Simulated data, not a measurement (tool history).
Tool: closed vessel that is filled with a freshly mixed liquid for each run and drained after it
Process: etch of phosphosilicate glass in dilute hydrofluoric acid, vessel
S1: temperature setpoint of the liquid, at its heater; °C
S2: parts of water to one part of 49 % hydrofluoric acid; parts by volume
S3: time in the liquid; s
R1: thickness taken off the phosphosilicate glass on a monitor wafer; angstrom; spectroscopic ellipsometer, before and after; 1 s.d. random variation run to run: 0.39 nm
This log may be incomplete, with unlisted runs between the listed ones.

| run | hour | S1 | S2 | S3 | R1 |
|---|---|---|---|---|---|
| 1 | 0 | 21 | 100 | 90 | 692.4 |
| 2 | 4.4 | 20 | 100 | 90 | 674.25 |
| 3 | 13.5 | 20 | 135 | 90 | 474.56 |
| 4 | 14.4 | 21.5 | 135 | 90 | 508.37 |
| 5 | 20.9 | 19 | 135 | 90 | 456.21 |
| 6 | 23.2 | 20.5 | 135 | 90 | 483.19 |
| 7 | 29.4 | 21.5 | 135 | 90 | 503.08 |

Forecast run 8:
| 8 | 37.1 | 22.5 | 135 | 90 | ? |

R1: 526.48 angstrom
